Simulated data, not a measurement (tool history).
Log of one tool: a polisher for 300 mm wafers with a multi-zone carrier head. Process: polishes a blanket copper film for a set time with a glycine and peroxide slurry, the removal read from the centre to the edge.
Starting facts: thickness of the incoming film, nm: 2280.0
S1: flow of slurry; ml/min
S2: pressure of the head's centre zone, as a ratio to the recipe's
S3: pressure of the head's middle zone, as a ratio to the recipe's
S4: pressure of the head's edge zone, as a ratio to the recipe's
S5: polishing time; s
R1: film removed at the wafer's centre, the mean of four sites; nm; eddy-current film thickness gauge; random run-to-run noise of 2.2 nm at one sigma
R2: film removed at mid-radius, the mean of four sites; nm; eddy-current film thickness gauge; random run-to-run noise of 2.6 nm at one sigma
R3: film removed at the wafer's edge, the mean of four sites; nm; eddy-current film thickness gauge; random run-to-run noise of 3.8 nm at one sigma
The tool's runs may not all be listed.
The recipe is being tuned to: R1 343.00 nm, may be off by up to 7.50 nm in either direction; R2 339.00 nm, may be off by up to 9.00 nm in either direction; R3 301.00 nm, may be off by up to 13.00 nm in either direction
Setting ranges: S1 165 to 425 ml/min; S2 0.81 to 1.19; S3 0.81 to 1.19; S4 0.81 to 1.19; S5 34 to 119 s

Run 1, hour 0.0: S1 275 ml/min, S2 1.00, S3 1.00, S4 1.00, S5 76 s. Result: R1 390.94 nm, R2 394.80 nm, R3 401.07 nm.
Run 2, hour 9.0: S1 280 ml/min, S2 1.01, S3 1.01, S4 0.95, S5 72 s. Result: R1 379.33 nm, R2 378.62 nm, R3 360.26 nm.
Run 3, hour 16.4: S1 280 ml/min, S2 1.01, S3 1.01, S4 0.95, S5 79 s. Result: R1 412.73 nm, R2 414.32 nm, R3 397.02 nm.
Run 4, hour 22.6: S1 285 ml/min, S2 1.00, S3 1.00, S4 0.91, S5 76 s. Result: R1 393.05 nm, R2 402.22 nm, R3 380.75 nm.
Run 5, hour 25.5: S1 285 ml/min, S2 1.00, S3 0.94, S4 0.91, S5 76 s. Result: R1 398.20 nm, R2 380.41 nm, R3 380.78 nm.
Run 6, hour 33.5: S1 280 ml/min, S2 1.00, S3 0.95, S4 0.88, S5 73 s. Result: R1 383.05 nm, R2 364.05 nm, R3 364.48 nm.
Run 7, hour 35.5: S1 290 ml/min, S2 1.01, S3 0.97, S4 0.86, S5 70 s. Result: R1 372.22 nm, R2 354.09 nm, R3 339.18 nm.
Run 8, hour 38.1: S1 290 ml/min, S2 1.01, S3 0.98, S4 0.85, S5 68 s. Result: R1 360.20 nm, R2 349.60 nm, R3 321.57 nm.

4 next moves are on the table. One of them brings every result within its allowed miss. Which?
Run A, hour 40.7: S1 280 ml/min, S2 1.05, S3 0.96, S4 0.85, S5 63 s. Result: R1 ?, R2 ?, R3 ?.
Run B, hour 40.7: S1 385 ml/min, S2 1.15, S3 1.18, S4 0.81, S5 55 s. Result: R1 ?, R2 ?, R3 ?.
Run C, hour 40.7: S1 180 ml/min, S2 0.99, S3 0.95, S4 0.87, S5 72 s. Result: R1 ?, R2 ?, R3 ?.
Run D, hour 40.7: S1 375 ml/min, S2 1.06, S3 1.06, S4 0.87, S5 60 s. Result: R1 ?, R2 ?, R3 ?.

move      R1      R2      R3
   A  341.09  319.34  308.67
   B  337.95  337.57  270.05
   C  341.09  338.80  338.80
   D  338.58  337.75  302.84
A: the worst result of the last run now meets its target, but another is out of spec
B: the worst result of the last run now meets its target, but another is out of spec
C: the worst result of the last run now meets its target, but another is out of spec
D: all results in spec
D is the move that brings every result within its allowed miss.
